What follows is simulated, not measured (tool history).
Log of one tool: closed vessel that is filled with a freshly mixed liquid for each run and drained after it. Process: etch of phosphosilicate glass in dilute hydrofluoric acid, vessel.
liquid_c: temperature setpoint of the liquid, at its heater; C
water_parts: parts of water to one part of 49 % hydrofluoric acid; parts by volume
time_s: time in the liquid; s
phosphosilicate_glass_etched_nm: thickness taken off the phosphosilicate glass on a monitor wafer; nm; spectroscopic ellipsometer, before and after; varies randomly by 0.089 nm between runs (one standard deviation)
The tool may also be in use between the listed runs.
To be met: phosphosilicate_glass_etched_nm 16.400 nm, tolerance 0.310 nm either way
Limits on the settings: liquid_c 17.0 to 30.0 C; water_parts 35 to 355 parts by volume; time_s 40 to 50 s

run,day,liquid_c,water_parts,time_s,phosphosilicate_glass_etched_nm
1,0.000,22.0,195,50,29.313
2,0.262,20.5,215,50,24.643
3,0.579,20.5,215,40,19.761
4,0.929,22.0,215,40,20.862
5,1.217,22.0,215,40,20.620
6,1.558,21.0,220,40,19.427
7,1.838,20.0,220,40,18.636
8,2.167,19.0,220,40,18.132
9,2.367,18.5,220,40,17.802

Below are 5 possible settings for the next run. Only one of them brings all results inside the allowed miss of their targets. Which is it?
A,2.567,21.0,275,50,?
B,2.567,17.0,210,45,?
C,2.567,18.5,210,40,?
D,2.567,20.0,245,40,?
E,2.567,20.0,260,45,?

move,phosphosilicate_glass_etched_nm
A,18.401
B,19.688
C,18.572
D,16.348
E,17.102
A: its largest miss is bigger than the last run's
B: its largest miss is bigger than the last run's
C: its largest miss is bigger than the last run's
D: hits every target within its allowed miss
E: an improvement on the last run, though not all results are within tolerance
The right move is D.
